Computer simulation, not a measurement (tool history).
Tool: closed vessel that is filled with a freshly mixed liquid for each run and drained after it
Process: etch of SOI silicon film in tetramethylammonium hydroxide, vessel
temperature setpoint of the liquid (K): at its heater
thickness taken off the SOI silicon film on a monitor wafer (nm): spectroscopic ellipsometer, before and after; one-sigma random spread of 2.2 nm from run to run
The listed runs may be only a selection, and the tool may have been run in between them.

run	hour	temperature setpoint of the liquid (K)	concentration of hydroxide in the mixed liquid (% by weight)	time in the liquid (s)	thickness taken off the SOI silicon film on a monitor wafer (nm)
1	0.0	336.15	13.5	100	430.42
2	5.1	333.65	13.5	100	372.14
3	7.3	333.65	16.0	100	343.64
4	12.3	333.15	16.0	100	328.74
5	19.6	328.65	16.0	100	250.91
6	20.9	329.15	16.0	100	260.32
7	26.9	329.65	16.0	100	268.09

Run 8, settings as shown, results not yet in. Your forecast:
8	31.1	333.15	16.0	100	?

{"run 8": {"thickness taken off the SOI silicon film on a monitor wafer (nm)": 337.52}}

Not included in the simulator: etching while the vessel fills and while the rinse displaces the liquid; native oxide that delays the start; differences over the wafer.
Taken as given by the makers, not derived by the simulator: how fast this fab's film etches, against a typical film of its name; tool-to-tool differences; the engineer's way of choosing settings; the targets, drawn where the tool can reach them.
